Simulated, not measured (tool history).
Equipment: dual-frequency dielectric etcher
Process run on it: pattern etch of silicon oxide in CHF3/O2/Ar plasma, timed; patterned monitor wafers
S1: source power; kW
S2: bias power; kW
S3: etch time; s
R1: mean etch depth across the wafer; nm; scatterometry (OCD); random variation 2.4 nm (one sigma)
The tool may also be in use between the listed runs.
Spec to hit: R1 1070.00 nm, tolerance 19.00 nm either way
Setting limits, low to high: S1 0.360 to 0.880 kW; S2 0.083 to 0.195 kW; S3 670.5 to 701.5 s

run,day,S1,S2,S3,R1
1,0.000,0.620,0.139,670.5,1216.00
2,0.362,0.550,0.139,670.5,1134.90
3,0.417,0.540,0.139,670.5,1127.60
4,0.575,0.440,0.139,670.5,1002.40
5,0.771,0.440,0.124,670.5,968.03
6,0.875,0.440,0.124,701.5,1012.10
7,1.217,0.450,0.124,701.5,1021.50
8,1.496,0.530,0.127,701.5,1132.00
9,1.762,0.520,0.127,701.5,1124.00
10,1.988,0.510,0.127,701.5,1110.90
11,2.179,0.500,0.127,701.5,1096.90

Consider the 4 candidate settings below. Which is the only one whose results all fall within their allowed miss of target?
A,2.371,0.500,0.134,692.0,?
B,2.371,0.510,0.149,670.5,?
C,2.371,0.520,0.119,701.5,?
D,2.371,0.500,0.131,680.0,?

move,R1
A,1103.80
B,1118.80
C,1102.70
D,1076.90
A: the biggest miss grows against the last run
B: the biggest miss grows against the last run
C: the biggest miss grows against the last run
D: all results land within tolerance of their targets
D meets every target.
